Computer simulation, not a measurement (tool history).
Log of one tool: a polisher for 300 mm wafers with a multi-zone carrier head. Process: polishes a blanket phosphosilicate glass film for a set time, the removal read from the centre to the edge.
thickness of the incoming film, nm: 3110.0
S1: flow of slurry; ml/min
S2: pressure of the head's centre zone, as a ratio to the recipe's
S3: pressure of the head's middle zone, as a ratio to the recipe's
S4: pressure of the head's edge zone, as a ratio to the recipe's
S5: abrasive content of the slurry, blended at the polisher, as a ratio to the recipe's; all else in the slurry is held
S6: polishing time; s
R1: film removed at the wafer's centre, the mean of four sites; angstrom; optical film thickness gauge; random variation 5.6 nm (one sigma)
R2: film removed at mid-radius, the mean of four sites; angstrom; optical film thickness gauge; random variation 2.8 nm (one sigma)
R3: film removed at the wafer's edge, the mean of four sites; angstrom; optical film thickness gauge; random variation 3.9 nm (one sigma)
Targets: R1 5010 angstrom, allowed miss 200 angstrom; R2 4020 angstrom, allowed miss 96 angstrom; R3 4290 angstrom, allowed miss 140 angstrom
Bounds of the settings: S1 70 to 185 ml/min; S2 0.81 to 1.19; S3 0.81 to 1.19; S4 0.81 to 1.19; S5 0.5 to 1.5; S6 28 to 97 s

run	hour	S1	S2	S3	S4	S5	S6	R1	R2	R3
1	0	120	1	1	1	1	62	6610.7	6361.8	6447.7
2	5.1	120	0.93	1	1	1	62	6166.4	6274	6451
3	12.7	95	0.93	1	1	1	62	5815.3	6064.3	6214.9
4	15.4	95	0.97	0.95	0.95	0.85	61	5628	5381.9	5586.1
5	19.4	95	1.05	0.95	0.95	0.85	61	6054.5	5366.6	5660.7
6	21.3	95	1.06	0.92	0.92	0.75	60	5660.2	4862.2	5168.9
7	23.7	95	1.07	0.9	0.89	0.7	60	5627.7	4609	4976.7
8	31.4	95	1.07	0.89	0.87	0.65	60	5363.8	4415.7	4713.8
9	33.2	95	1.07	0.89	0.87	0.65	60	5352.3	4490.8	4746.7
10	34.6	80	1.09	0.85	0.81	0.5	60	4708.1	3628.6	4052.4
11	35.7	90	1.08	0.85	0.81	0.5	60	4744.7	3805.2	4069.2
12	39.5	95	1.08	0.85	0.82	0.5	60	4912.4	3828	4066.7
13	40.2	95	1.08	0.86	0.84	0.5	60	4835	3835.2	4136.2

5 next moves are on the table. One of them brings every result within its allowed miss. Which?
A	40.9	165	1.08	0.91	0.81	0.65	48	?	?	?
B	40.9	110	1.11	0.81	0.86	0.55	57	?	?	?
C	40.9	130	1.13	0.88	0.89	0.55	50	?	?	?
D	40.9	105	1.07	0.87	0.84	0.55	59	?	?	?
E	40.9	85	1.07	0.81	0.91	0.5	59	?	?	?

move	R1	R2	R3
A	4837.2	4037.4	3967.2
B	5036.7	3755.5	4261.4
C	4669	3640.6	3875.9
D	4971.7	4083.7	4335.2
E	4507.8	3518.7	4165.7
A: brings the result that was furthest off to its target, and leaves another outside
B: further off than the last run
C: further off than the last run
D: meets every target
E: further off than the last run
The right move is D.

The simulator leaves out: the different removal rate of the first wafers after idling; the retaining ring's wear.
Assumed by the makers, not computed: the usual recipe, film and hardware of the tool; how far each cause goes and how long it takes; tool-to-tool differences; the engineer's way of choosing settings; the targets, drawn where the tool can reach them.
